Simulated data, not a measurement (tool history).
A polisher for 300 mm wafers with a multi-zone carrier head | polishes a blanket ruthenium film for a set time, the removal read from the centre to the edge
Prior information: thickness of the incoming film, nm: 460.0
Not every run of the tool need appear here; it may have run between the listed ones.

run	day	flow of slurry (ml/min)	pressure of the head's centre zone	pressure of the head's middle zone	pressure of the head's edge zone	polishing time (s)	film removed at the wafer's centre (angstrom)	film removed at mid-radius (angstrom)	film removed at the wafer's edge (angstrom)
1	0	200	1	1	1	59	735.11	746.48	736.62
2	0.104	200	1	1	0.95	59	741.99	747.47	709.52
3	0.138	195	0.99	0.98	0.95	59	722.29	741.08	727.82
4	0.196	195	0.99	0.97	0.95	58	705.61	703.02	710.03
5	0.475	190	0.98	0.96	0.94	58	687.01	703.25	702.9
6	0.604	225	0.98	0.96	0.94	58	717.91	718.98	709.49
7	0.762	220	0.97	0.95	0.94	58	711.24	716.8	708.01
8	0.942	215	0.96	0.94	0.94	58	710.24	700.76	692.61
9	0.971	205	0.95	0.93	0.96	58	686.75	701.75	714.57
10	1.121	200	0.94	0.92	0.96	58	671.52	675.03	728.2

The next listed run, before its measurement:
11	1.35	195	0.93	0.91	0.95	58	?	?	?

film removed at the wafer's centre (angstrom): 656.28
film removed at mid-radius (angstrom): 686.76
film removed at the wafer's edge (angstrom): 694.45
